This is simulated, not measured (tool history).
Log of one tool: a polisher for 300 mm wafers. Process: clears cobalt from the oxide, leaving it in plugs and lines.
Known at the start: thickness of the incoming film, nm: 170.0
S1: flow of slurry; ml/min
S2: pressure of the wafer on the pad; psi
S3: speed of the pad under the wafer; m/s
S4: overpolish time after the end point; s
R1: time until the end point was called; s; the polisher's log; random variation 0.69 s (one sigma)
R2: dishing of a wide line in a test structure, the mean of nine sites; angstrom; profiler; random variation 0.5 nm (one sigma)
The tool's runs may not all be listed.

Run 1, hour 0: S1 210 ml/min, S2 1.4 psi, S3 1.22 m/s, S4 25 s. Result: R1 47.853 s, R2 504.65 angstrom.
Run 2, hour 8.2: S1 210 ml/min, S2 1.7 psi, S3 1.22 m/s, S4 25 s. Result: R1 39.352 s, R2 544.06 angstrom.
Run 3, hour 14.3: S1 210 ml/min, S2 1.4 psi, S3 1.2 m/s, S4 21 s. Result: R1 48.195 s, R2 448.57 angstrom.
Run 4, hour 17.8: S1 205 ml/min, S2 1.2 psi, S3 1.2 m/s, S4 19 s. Result: R1 55.764 s, R2 380.1 angstrom.
Run 5, hour 22.3: S1 200 ml/min, S2 1.1 psi, S3 1.2 m/s, S4 19 s. Result: R1 61.267 s, R2 355.93 angstrom.
Run 6, hour 28.5: S1 200 ml/min, S2 1.1 psi, S3 1.38 m/s, S4 19 s. Result: R1 53.846 s, R2 404.16 angstrom.
Run 7, hour 29.4: S1 190 ml/min, S2 1 psi, S3 1.38 m/s, S4 19 s. Result: R1 59.83 s, R2 375.28 angstrom.
Run 8, hour 33: S1 150 ml/min, S2 0.7 psi, S3 1.38 m/s, S4 17 s. Result: R1 85.084 s, R2 262.61 angstrom.
Run 9, hour 38.5: S1 165 ml/min, S2 0.7 psi, S3 1.38 m/s, S4 17 s. Result: R1 84.424 s, R2 261.04 angstrom.
Run 10, hour 43.9: S1 185 ml/min, S2 0.7 psi, S3 1.38 m/s, S4 18 s. Result: R1 84.908 s, R2 279.06 angstrom.
Run 11, hour 50.3: S1 195 ml/min, S2 0.7 psi, S3 1.38 m/s, S4 18 s. Result: R1 81.902 s, R2 275.76 angstrom.
Run 12, hour 54.4: S1 210 ml/min, S2 0.7 psi, S3 1.38 m/s, S4 19 s. Result: R1 81.292 s, R2 296.13 angstrom.
Run 13, hour 57.6: S1 220 ml/min, S2 0.7 psi, S3 1.38 m/s, S4 19 s. Result: R1 81.869 s, R2 283.48 angstrom.
Run 14, hour 63.8: S1 225 ml/min, S2 0.7 psi, S3 1.38 m/s, S4 19 s. Result: R1 80.672 s, R2 293.43 angstrom.
Run 15, hour 67.9: S1 235 ml/min, S2 0.7 psi, S3 1.38 m/s, S4 19 s. Result: R1 80.127 s, R2 296.92 angstrom.
Run 16, hour 69.3: S1 245 ml/min, S2 0.7 psi, S3 1.38 m/s, S4 19 s. Result: R1 82.027 s, R2 300.91 angstrom.
Run 17, hour 74.2: S1 250 ml/min, S2 0.8 psi, S3 1.38 m/s, S4 18 s. Result: R1 70.455 s, R2 316.77 angstrom.
Run 18, hour 75.4: S1 245 ml/min, S2 0.8 psi, S3 1.38 m/s, S4 18 s. Result: R1 69.947 s, R2 316.06 angstrom.
Run 19, hour 82.3: S1 235 ml/min, S2 0.8 psi, S3 1.38 m/s, S4 18 s. Result: R1 70.611 s, R2 311.42 angstrom.
At hour 90: slurry nozzle cleaned.
Run 20, hour 90: S1 230 ml/min, S2 0.8 psi, S3 1.38 m/s, S4 19 s. Result: R1 67.287 s, R2 332.86 angstrom.
Run 21, hour 94.8: S1 215 ml/min, S2 0.8 psi, S3 1.38 m/s, S4 19 s. Result: R1 67.678 s, R2 346.42 angstrom.
Run 22, hour 96.4: S1 205 ml/min, S2 0.8 psi, S3 1.38 m/s, S4 19 s. Result: R1 68.409 s, R2 332.63 angstrom.
Run 23, hour 98: S1 205 ml/min, S2 0.7 psi, S3 1.38 m/s, S4 19 s. Result: R1 77.588 s, R2 304.94 angstrom.

The next listed run, before its measurement:
Run 24, hour 99.7: S1 210 ml/min, S2 0.7 psi, S3 1.38 m/s, S4 19 s. Result: R1 ?, R2 ?.

Run 24 gave R1 79.046 s, R2 304.09 angstrom.
